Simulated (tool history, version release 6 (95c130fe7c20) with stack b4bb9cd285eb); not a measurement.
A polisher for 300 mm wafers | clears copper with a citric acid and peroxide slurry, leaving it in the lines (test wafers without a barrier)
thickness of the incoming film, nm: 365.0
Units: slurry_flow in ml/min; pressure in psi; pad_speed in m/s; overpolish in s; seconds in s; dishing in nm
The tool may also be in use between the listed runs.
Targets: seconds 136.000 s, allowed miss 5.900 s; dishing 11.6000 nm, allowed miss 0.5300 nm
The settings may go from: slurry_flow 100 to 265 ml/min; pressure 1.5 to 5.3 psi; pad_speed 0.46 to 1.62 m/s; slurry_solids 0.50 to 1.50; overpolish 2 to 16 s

run 1 hour=0.0 | slurry_flow=170 pressure=3.4 pad_speed=1.04 slurry_solids=1.00 overpolish=8 | seconds=129.960 dishing=9.4082
run 2 hour=8.9 | slurry_flow=170 pressure=3.4 pad_speed=1.28 slurry_solids=1.00 overpolish=8 | seconds=111.900 dishing=10.1950
run 3 hour=13.5 | slurry_flow=170 pressure=3.8 pad_speed=1.28 slurry_solids=1.00 overpolish=8 | seconds=98.212 dishing=10.1890
run 4 hour=22.0 | slurry_flow=210 pressure=3.8 pad_speed=1.28 slurry_solids=1.00 overpolish=8 | seconds=97.601 dishing=10.5380
run 5 hour=25.9 | slurry_flow=210 pressure=3.4 pad_speed=1.28 slurry_solids=1.00 overpolish=9 | seconds=109.270 dishing=10.6240
run 6 hour=32.9 | slurry_flow=210 pressure=3.2 pad_speed=1.28 slurry_solids=1.00 overpolish=10 | seconds=117.090 dishing=10.7270
run 7 hour=39.3 | slurry_flow=210 pressure=3.1 pad_speed=1.28 slurry_solids=1.00 overpolish=11 | seconds=116.660 dishing=10.7810
run 8 hour=41.5 | slurry_flow=190 pressure=2.4 pad_speed=1.22 slurry_solids=1.00 overpolish=15 | seconds=157.600 dishing=10.7900
run 9 hour=44.2 | slurry_flow=190 pressure=2.5 pad_speed=1.22 slurry_solids=1.00 overpolish=15 | seconds=153.300 dishing=11.2430
run 10 hour=52.7 | slurry_flow=190 pressure=2.6 pad_speed=1.22 slurry_solids=1.00 overpolish=15 | seconds=147.250 dishing=11.3070

Which of these 4 next moves meets every target?
run A hour=61.2 | slurry_flow=155 pressure=3.0 pad_speed=1.30 slurry_solids=1.15 overpolish=10 | seconds=? dishing=?
run B hour=61.2 | slurry_flow=190 pressure=2.6 pad_speed=1.38 slurry_solids=1.00 overpolish=15 | seconds=? dishing=?
run C hour=61.2 | slurry_flow=215 pressure=2.3 pad_speed=1.20 slurry_solids=0.95 overpolish=14 | seconds=? dishing=?
run D hour=61.2 | slurry_flow=190 pressure=2.8 pad_speed=1.42 slurry_solids=1.05 overpolish=10 | seconds=? dishing=?

move=A seconds=116.650 dishing=10.7440
move=B seconds=131.640 dishing=11.7000
move=C seconds=163.040 dishing=10.7460
move=D seconds=118.470 dishing=10.6730
A: takes the result that was furthest off past its target
B: meets every target
C: further off than the last run
D: takes the result that was furthest off past its target
Move B is the one to make.
